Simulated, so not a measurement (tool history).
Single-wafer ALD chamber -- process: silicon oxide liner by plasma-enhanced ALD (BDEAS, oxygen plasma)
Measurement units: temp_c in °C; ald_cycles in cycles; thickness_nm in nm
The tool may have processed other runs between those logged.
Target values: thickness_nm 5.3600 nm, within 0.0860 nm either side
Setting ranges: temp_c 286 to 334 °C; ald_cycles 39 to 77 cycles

run	day	temp_c	ald_cycles	thickness_nm
1	0.000	310	58	5.8092
2	0.096	310	57	5.6604
3	0.292	304	57	5.6967
4	0.383	296	57	5.9032
5	0.712	292	57	5.9201
6	0.879	292	64	6.6465
7	1.204	295	62	6.4293
8	1.558	298	60	6.1029
9	1.588	301	59	5.9340
10	1.708	304	58	5.8420
11	1.788	306	57	5.7125

Below are 5 possible settings for the next run. Only one of them brings all results inside the allowed miss of their targets. Which is it?
A	1.867	300	53	?
B	1.867	290	53	?
C	1.867	305	51	?
D	1.867	290	55	?
E	1.867	310	61	?

move	thickness_nm
A	5.3983
B	5.6221
C	5.1370
D	5.8342
E	6.0950
A: each result inside its tolerance
B: an improvement on the last run, though not all results are within tolerance
C: the result that was furthest off in the last run now lies on the other side of its target
D: moves away from the targets compared with the last run
E: moves away from the targets compared with the last run
A meets every target.

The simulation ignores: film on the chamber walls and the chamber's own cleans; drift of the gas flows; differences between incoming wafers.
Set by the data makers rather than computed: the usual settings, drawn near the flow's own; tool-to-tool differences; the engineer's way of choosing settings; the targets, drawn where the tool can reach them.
